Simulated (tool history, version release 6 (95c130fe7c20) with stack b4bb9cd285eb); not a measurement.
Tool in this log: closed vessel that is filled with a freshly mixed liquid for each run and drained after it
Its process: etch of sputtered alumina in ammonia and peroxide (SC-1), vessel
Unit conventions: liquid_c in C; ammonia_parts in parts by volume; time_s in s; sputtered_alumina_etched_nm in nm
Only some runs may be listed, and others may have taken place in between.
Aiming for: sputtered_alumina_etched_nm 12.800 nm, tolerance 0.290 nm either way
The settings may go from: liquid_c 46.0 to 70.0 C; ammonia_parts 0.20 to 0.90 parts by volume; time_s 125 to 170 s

| run | hour | liquid_c | ammonia_parts | time_s | sputtered_alumina_etched_nm |
|---|---|---|---|---|---|
| 1 | 0.0 | 62.0 | 0.50 | 170 | 20.223 |
| 2 | 7.7 | 59.0 | 0.50 | 170 | 17.264 |
| 3 | 14.0 | 57.0 | 0.50 | 170 | 15.690 |
| 4 | 19.2 | 57.0 | 0.50 | 170 | 15.710 |
| 5 | 20.8 | 57.0 | 0.60 | 170 | 16.144 |
| 6 | 24.2 | 51.0 | 0.60 | 170 | 11.644 |
| 7 | 28.8 | 51.5 | 0.60 | 170 | 11.952 |
| 8 | 30.2 | 52.0 | 0.60 | 170 | 12.259 |

Next run, 5 choices. One meets every target within its allowed miss, the rest don't. Which?
| A | 31.6 | 54.5 | 0.40 | 170 | ? |
| B | 31.6 | 52.5 | 0.75 | 170 | ? |
| C | 31.6 | 54.0 | 0.50 | 170 | ? |
| D | 31.6 | 54.5 | 0.45 | 170 | ? |
| E | 31.6 | 54.0 | 0.55 | 170 | ? |

| move | sputtered_alumina_etched_nm |
|---|---|
| A | 13.373 |
| B | 12.750 |
| C | 13.299 |
| D | 13.523 |
| E | 13.420 |
A: takes the biggest miss from the last run beyond its target
B: all results in spec
C: takes the biggest miss from the last run beyond its target
D: takes the biggest miss from the last run beyond its target
E: takes the biggest miss from the last run beyond its target
Correct choice: B, which meets every target
